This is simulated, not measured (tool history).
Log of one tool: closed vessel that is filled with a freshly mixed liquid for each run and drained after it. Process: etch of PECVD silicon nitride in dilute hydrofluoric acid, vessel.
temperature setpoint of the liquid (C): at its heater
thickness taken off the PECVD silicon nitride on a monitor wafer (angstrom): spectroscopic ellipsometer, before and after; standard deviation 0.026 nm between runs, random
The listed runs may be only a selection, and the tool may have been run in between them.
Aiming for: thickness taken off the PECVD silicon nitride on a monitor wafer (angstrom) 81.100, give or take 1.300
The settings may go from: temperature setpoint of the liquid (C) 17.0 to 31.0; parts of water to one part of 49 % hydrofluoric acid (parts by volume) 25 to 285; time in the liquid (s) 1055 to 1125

run	hour	temperature setpoint of the liquid (C)	parts of water to one part of 49 % hydrofluoric acid (parts by volume)	time in the liquid (s)	thickness taken off the PECVD silicon nitride on a monitor wafer (angstrom)
1	0.0	23.0	155	1055	130.780
2	0.9	22.0	155	1055	121.600
3	8.1	22.0	135	1055	140.340
4	14.7	22.0	135	1055	139.730
5	18.3	19.5	135	1055	118.630
6	25.3	19.0	140	1055	110.690
7	27.8	18.5	145	1055	103.240
8	34.7	18.5	150	1055	100.060
9	36.4	17.5	160	1055	87.720

Of the 5 settings listed for the next run, only one would bring every result within its allowed miss of target. Which one?
A	38.1	20.0	185	1100	?
B	38.1	18.5	185	1090	?
C	38.1	17.0	140	1090	?
D	38.1	17.5	175	1070	?
E	38.1	17.0	135	1055	?

move	thickness taken off the PECVD silicon nitride on a monitor wafer (angstrom)
A	93.954
B	84.177
C	99.256
D	81.423
E	99.485
A: its largest miss is bigger than the last run's
B: an improvement on the last run, though not all results are within tolerance
C: its largest miss is bigger than the last run's
D: every result lands within tolerance
E: its largest miss is bigger than the last run's
The move that meets every target is D.
